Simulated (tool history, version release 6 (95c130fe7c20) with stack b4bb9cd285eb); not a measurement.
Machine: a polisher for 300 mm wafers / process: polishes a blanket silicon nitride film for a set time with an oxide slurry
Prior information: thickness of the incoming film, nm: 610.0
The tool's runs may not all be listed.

| run | hour | flow of slurry (ml/min) | pressure of the wafer on the pad (psi) | speed of the pad under the wafer (cm/s) | abrasive content of the slurry | polishing time (s) | film removed (angstrom) |
|---|---|---|---|---|---|---|---|
| 1 | 0 | 150 | 2.5 | 98 | 1 | 105 | 378.14 |
| 2 | 2.5 | 150 | 2.5 | 86 | 1 | 105 | 346.18 |
| 3 | 7.8 | 180 | 2.5 | 86 | 1 | 105 | 360.03 |
| 4 | 8.5 | 180 | 2.4 | 86 | 1 | 105 | 352.13 |
| 5 | 13.1 | 175 | 2.3 | 86 | 1 | 105 | 332.86 |
| 6 | 18.2 | 175 | 2.2 | 86 | 1 | 105 | 332.27 |
| 7 | 20.2 | 175 | 2.1 | 86 | 1 | 105 | 308.12 |
|  | 25.6 | conditioning disc replaced and pad reconditioned |
| 8 | 25.6 | 175 | 2.1 | 86 | 1 | 105 | 388.74 |

What does the tool deliver on the next run?
| 9 | 29.9 | 175 | 2.3 | 84 | 1 | 105 | ? |

film removed (angstrom): 425.34
